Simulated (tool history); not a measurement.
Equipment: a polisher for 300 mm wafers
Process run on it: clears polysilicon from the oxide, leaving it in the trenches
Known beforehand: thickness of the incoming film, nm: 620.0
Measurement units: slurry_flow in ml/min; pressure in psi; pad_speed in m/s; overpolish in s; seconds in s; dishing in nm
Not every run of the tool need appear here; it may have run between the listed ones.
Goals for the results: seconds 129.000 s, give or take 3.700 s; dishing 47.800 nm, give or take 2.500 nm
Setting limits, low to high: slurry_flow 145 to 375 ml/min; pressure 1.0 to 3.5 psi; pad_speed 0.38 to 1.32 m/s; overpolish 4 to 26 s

run,hour,slurry_flow,pressure,pad_speed,overpolish,seconds,dishing
1,0.0,240,2.2,0.84,13,79.949,52.366
2,3.8,205,2.2,0.84,13,78.491,52.517
3,9.6,205,2.2,0.84,17,80.088,57.454
4,18.2,205,1.9,0.84,18,93.115,56.976
5,20.1,205,1.9,0.84,23,92.946,63.428
6,28.0,205,1.7,0.84,21,101.730,57.076
7,35.6,205,1.5,0.84,21,115.060,54.830
8,37.4,205,1.4,0.84,20,123.340,51.242
9,43.8,205,1.4,0.84,19,123.920,51.062

Which single option among these 5 for the next run brings every result within its allowed miss of target? Just one does.
A,50.2,145,1.8,0.70,17,?,?
B,50.2,160,1.6,0.78,15,?,?
C,50.2,245,1.4,0.86,25,?,?
D,50.2,225,1.4,0.78,18,?,?
E,50.2,200,1.4,0.84,22,?,?

move,seconds,dishing
A,116.870,48.732
B,118.880,44.871
C,119.390,58.218
D,130.060,47.382
E,124.170,53.998
A: misses by more than the last run did
B: misses by more than the last run did
C: misses by more than the last run did
D: all results land within tolerance of their targets
E: misses by more than the last run did
Answer: D
